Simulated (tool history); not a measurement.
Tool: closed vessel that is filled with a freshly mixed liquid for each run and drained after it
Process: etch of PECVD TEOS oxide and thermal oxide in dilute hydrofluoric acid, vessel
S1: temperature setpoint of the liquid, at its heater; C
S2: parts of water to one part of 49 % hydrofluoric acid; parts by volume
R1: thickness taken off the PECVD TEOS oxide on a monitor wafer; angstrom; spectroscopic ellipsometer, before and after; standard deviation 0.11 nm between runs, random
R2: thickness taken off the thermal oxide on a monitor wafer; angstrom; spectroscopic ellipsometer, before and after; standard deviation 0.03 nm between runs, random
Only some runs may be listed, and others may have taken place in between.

{"run": 1, "hour": 0.0, "S1": 21, "S2": 70, "time in the liquid (s)": 125, "R1": 283.98, "R2": 79.465}
{"run": 2, "hour": 8.3, "S1": 21, "S2": 85, "time in the liquid (s)": 125, "R1": 229.39, "R2": 65.611}
{"run": 3, "hour": 15.6, "S1": 21, "S2": 85, "time in the liquid (s)": 75, "R1": 136.89, "R2": 38.986}
{"run": 4, "hour": 23.4, "S1": 21, "S2": 85, "time in the liquid (s)": 100, "R1": 185.76, "R2": 52.232}
{"run": 5, "hour": 32.5, "S1": 21, "S2": 70, "time in the liquid (s)": 100, "R1": 227.98, "R2": 64.584}
{"run": 6, "hour": 38.9, "S1": 20.5, "S2": 75, "time in the liquid (s)": 100, "R1": 207.13, "R2": 58.454}
{"run": 7, "hour": 45.6, "S1": 20, "S2": 80, "time in the liquid (s)": 100, "R1": 189.07, "R2": 54.045}
{"run": 8, "hour": 51.8, "S1": 20, "S2": 85, "time in the liquid (s)": 100, "R1": 178.31, "R2": 51.006}
{"run": 9, "hour": 54.5, "S1": 20, "S2": 90, "time in the liquid (s)": 100, "R1": 167.42, "R2": 46.739}
{"run": 10, "hour": 61.6, "S1": 20.5, "S2": 100, "time in the liquid (s)": 100, "R1": 150.71, "R2": 42.768}
{"run": 11, "hour": 64.8, "S1": 20, "S2": 100, "time in the liquid (s)": 100, "R1": 150.84, "R2": 42.182}

What will run 12 give?
{"run": 12, "hour": 67.3, "S1": 19.5, "S2": 105, "time in the liquid (s)": 100, "R1": "?", "R2": "?"}

Run 12 gave R1 136.56 angstrom, R2 39.236 angstrom.

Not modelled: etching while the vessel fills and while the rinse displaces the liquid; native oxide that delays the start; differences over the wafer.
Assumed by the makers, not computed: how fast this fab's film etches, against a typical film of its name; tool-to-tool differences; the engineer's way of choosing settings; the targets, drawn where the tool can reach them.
